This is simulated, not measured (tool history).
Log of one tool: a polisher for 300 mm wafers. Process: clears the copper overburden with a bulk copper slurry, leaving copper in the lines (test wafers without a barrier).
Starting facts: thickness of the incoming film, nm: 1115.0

run	hour	flow of slurry (ml/min)	pressure of the wafer on the pad (psi)	speed of the pad under the wafer (m/s)	abrasive content of the slurry	overpolish time after the end point (s)	time until the end point was called (s)	dishing of a wide line in a test structure (nm)
1	0.0	180	1.8	1.14	1.0	11	203.80	37.243
2	5.1	180	1.7	1.14	1.0	12	210.86	37.323
3	10.9	180	1.5	1.14	1.0	12	227.35	35.945
4	18.0	180	1.5	1.14	0.8	12	239.19	33.773
5	19.5	180	1.5	1.30	0.8	12	214.82	37.146
6	20.7	140	1.5	1.30	0.8	12	218.46	37.040
7	21.6	140	1.4	1.30	0.8	12	228.47	35.217
8	28.5	140	1.4	1.30	0.8	13	228.43	37.439
9	36.9	140	1.4	1.30	0.8	13	220.55	38.154
10	39.3	140	1.3	1.30	0.8	14	239.00	38.361

Run 11 has not been measured yet. What should we expect?
11	41.6	140	1.1	1.28	0.8	16	?	?

{"run 11": {"time until the end point was called (s)": 264.96, "dishing of a wide line in a test structure (nm)": 39.098}}
